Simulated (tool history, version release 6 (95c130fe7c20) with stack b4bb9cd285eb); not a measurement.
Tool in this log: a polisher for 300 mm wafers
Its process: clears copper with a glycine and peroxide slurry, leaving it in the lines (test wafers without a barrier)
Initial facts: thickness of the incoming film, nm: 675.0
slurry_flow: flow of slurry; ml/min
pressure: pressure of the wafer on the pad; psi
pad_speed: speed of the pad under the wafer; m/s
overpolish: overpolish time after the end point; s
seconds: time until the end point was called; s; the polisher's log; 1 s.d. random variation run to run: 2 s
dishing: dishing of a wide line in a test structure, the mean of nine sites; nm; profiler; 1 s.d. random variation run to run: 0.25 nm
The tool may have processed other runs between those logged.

run 1 hour=0.0 | slurry_flow=205 pressure=1.7 pad_speed=1.22 overpolish=18 | seconds=168.76 dishing=37.453
run 2 hour=6.1 | slurry_flow=205 pressure=1.7 pad_speed=1.36 overpolish=18 | seconds=158.54 dishing=41.114
run 3 hour=13.3 | slurry_flow=210 pressure=1.9 pad_speed=1.10 overpolish=14 | seconds=171.64 dishing=32.577
run 4 hour=21.7 | slurry_flow=255 pressure=1.9 pad_speed=1.10 overpolish=14 | seconds=169.45 dishing=33.005
run 5 hour=26.6 | slurry_flow=215 pressure=2.1 pad_speed=0.92 overpolish=11 | seconds=184.30 dishing=26.187
run 6 hour=29.1 | slurry_flow=255 pressure=2.1 pad_speed=0.92 overpolish=11 | seconds=187.02 dishing=26.551
run 7 hour=31.3 | slurry_flow=215 pressure=2.3 pad_speed=0.86 overpolish=9 | seconds=182.38 dishing=22.888
run 8 hour=35.0 | slurry_flow=185 pressure=2.4 pad_speed=0.86 overpolish=8 | seconds=183.06 dishing=21.148
run 9 hour=43.6 | slurry_flow=130 pressure=2.7 pad_speed=0.94 overpolish=5 | seconds=164.22 dishing=14.918
run 10 hour=50.0 | slurry_flow=140 pressure=2.7 pad_speed=0.94 overpolish=5 | seconds=162.07 dishing=15.418
run 11 hour=54.5 | slurry_flow=150 pressure=2.7 pad_speed=0.94 overpolish=5 | seconds=158.34 dishing=15.864
run 12 hour=60.2 | slurry_flow=155 pressure=2.7 pad_speed=0.94 overpolish=5 | seconds=160.50 dishing=15.507
run 13 hour=68.5 | slurry_flow=165 pressure=2.7 pad_speed=0.94 overpolish=5 | seconds=158.97 dishing=15.998
run 14 hour=76.8 | slurry_flow=170 pressure=2.7 pad_speed=0.94 overpolish=5 | seconds=159.42 dishing=15.516
run 15 hour=79.5 | slurry_flow=170 pressure=2.6 pad_speed=0.96 overpolish=5 | seconds=160.67 dishing=15.558
run 16 hour=85.3 | slurry_flow=170 pressure=2.6 pad_speed=0.96 overpolish=5 | seconds=157.47 dishing=15.582

Estimate the outcome of run 17 from the log above:
run 17 hour=87.2 | slurry_flow=175 pressure=2.6 pad_speed=0.96 overpolish=5 | seconds=? dishing=?

seconds: 157.23 s
dishing: 15.346 nm
